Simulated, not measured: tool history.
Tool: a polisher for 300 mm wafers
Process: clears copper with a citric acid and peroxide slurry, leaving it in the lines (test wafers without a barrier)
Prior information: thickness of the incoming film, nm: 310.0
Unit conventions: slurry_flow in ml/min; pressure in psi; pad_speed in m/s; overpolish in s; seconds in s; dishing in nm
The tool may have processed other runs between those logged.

run,hour,slurry_flow,pressure,pad_speed,slurry_solids,overpolish,seconds,dishing
1,0,190,3.7,1.16,1,20,101.4,40.985
2,6.7,185,3.6,1.16,1,22,103.2,43.004
3,13.9,185,3.5,1.14,1,24,109.53,44.842
4,20.4,185,4,1.14,1,24,95.577,50.851
5,24,185,3.2,1.14,1,24,117.3,41.722
6,29.4,185,3.2,1.14,1.2,24,113.9,43.259
7,37.4,185,3.2,1.14,1.2,26,117.5,45.508
8,45.2,185,3.3,1.14,1.2,27,110.79,48.445

Predict the results of run 9:
9,50.6,180,3.3,1.14,1.2,28,?,?

{"run 9": {"seconds": 112.62, "dishing": 49.637}}

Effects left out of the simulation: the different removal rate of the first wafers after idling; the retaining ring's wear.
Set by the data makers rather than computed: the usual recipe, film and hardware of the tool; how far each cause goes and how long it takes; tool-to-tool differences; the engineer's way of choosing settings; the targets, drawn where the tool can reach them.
